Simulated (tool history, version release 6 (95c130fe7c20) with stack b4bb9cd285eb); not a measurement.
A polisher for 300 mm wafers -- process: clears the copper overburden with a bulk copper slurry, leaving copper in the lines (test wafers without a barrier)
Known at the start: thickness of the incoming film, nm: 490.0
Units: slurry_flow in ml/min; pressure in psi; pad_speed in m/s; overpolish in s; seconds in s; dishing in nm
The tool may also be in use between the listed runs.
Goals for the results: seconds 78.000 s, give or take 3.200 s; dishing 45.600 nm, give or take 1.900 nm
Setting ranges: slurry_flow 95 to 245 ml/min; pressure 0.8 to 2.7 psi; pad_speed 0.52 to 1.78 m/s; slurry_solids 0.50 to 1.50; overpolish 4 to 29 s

run 1 hour=0.0 | slurry_flow=155 pressure=1.7 pad_speed=1.14 slurry_solids=1.00 overpolish=15 | seconds=93.924 dishing=53.785
run 2 hour=6.4 | slurry_flow=135 pressure=1.7 pad_speed=1.14 slurry_solids=1.00 overpolish=15 | seconds=94.112 dishing=52.894
run 3 hour=7.0 | slurry_flow=135 pressure=1.7 pad_speed=1.14 slurry_solids=1.00 overpolish=17 | seconds=98.046 dishing=58.437
run 4 hour=9.1 | slurry_flow=145 pressure=1.7 pad_speed=1.14 slurry_solids=1.00 overpolish=15 | seconds=94.689 dishing=54.070
run 5 hour=9.8 | slurry_flow=150 pressure=1.7 pad_speed=1.14 slurry_solids=1.00 overpolish=13 | seconds=93.838 dishing=47.668
run 6 hour=16.7 | slurry_flow=185 pressure=1.7 pad_speed=1.14 slurry_solids=1.00 overpolish=13 | seconds=90.222 dishing=50.086
run 7 hour=20.7 | slurry_flow=190 pressure=1.7 pad_speed=1.14 slurry_solids=1.00 overpolish=12 | seconds=91.570 dishing=47.077
run 8 hour=23.6 | slurry_flow=190 pressure=2.0 pad_speed=1.16 slurry_solids=1.00 overpolish=8 | seconds=76.893 dishing=38.969
run 9 hour=28.4 | slurry_flow=190 pressure=2.0 pad_speed=1.16 slurry_solids=1.00 overpolish=9 | seconds=73.638 dishing=43.406
run 10 hour=33.2 | slurry_flow=185 pressure=2.0 pad_speed=1.16 slurry_solids=1.00 overpolish=9 | seconds=74.438 dishing=44.249

Exactly one of the 5 candidate moves below puts every result within its allowed miss. Which one?
run A hour=38.0 | slurry_flow=190 pressure=1.9 pad_speed=1.18 slurry_solids=1.10 overpolish=10 | seconds=? dishing=?
run B hour=38.0 | slurry_flow=140 pressure=2.0 pad_speed=1.30 slurry_solids=0.85 overpolish=11 | seconds=? dishing=?
run C hour=38.0 | slurry_flow=170 pressure=2.3 pad_speed=1.12 slurry_solids=0.80 overpolish=10 | seconds=? dishing=?
run D hour=38.0 | slurry_flow=230 pressure=2.1 pad_speed=1.04 slurry_solids=1.05 overpolish=11 | seconds=? dishing=?
run E hour=38.0 | slurry_flow=185 pressure=1.8 pad_speed=1.26 slurry_solids=1.00 overpolish=12 | seconds=? dishing=?

move=A seconds=79.056 dishing=46.297
move=B seconds=74.540 dishing=52.206
move=C seconds=73.028 dishing=49.852
move=D seconds=79.511 dishing=49.928
move=E seconds=79.462 dishing=52.636
A: every result within its allowed miss
B: its largest miss is bigger than the last run's
C: its largest miss is bigger than the last run's
D: corrects the largest miss of the last run, while another result sits out of spec
E: corrects the largest miss of the last run, while another result sits out of spec
Correct choice: A, which meets every target

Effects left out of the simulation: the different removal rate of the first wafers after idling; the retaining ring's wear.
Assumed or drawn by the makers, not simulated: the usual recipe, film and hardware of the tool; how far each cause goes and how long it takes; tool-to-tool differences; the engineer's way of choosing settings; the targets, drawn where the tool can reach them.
